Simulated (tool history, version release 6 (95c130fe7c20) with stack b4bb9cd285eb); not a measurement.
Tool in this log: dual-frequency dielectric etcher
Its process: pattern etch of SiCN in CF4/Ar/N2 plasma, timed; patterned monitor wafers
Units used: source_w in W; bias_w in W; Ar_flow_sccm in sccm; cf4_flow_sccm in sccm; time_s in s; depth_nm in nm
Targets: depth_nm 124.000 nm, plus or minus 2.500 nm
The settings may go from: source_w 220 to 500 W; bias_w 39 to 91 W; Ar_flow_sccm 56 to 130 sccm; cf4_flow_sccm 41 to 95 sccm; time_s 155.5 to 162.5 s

run,hour,source_w,bias_w,Ar_flow_sccm,cf4_flow_sccm,time_s,depth_nm
1,0.0,360,65,93,68,155.5,105.180
2,1.4,360,65,84,68,155.5,106.480
3,4.3,360,65,84,62,155.5,104.970
4,11.3,360,65,84,62,162.5,109.450
5,18.6,310,65,84,62,162.5,93.414
6,24.8,310,65,84,62,162.5,93.436
7,26.9,330,65,84,62,162.5,99.798
8,32.5,340,65,84,62,162.5,103.180
9,39.1,350,65,84,62,162.5,106.340
10,46.3,420,66,84,62,162.5,129.530
11,49.3,410,66,84,62,162.5,126.060

Next run, 5 choices. One meets every target within its allowed miss, the rest don't. Which?
A,52.3,440,58,82,64,162.5,?
B,52.3,410,73,80,65,157.5,?
C,52.3,450,62,89,55,160.0,?
D,52.3,410,71,98,61,162.5,?
E,52.3,400,67,86,66,162.0,?

move,depth_nm
A,129.450
B,131.390
C,130.480
D,129.200
E,125.400
A: the biggest miss grows against the last run
B: the biggest miss grows against the last run
C: the biggest miss grows against the last run
D: the biggest miss grows against the last run
E: in spec on every target
The right move is E.
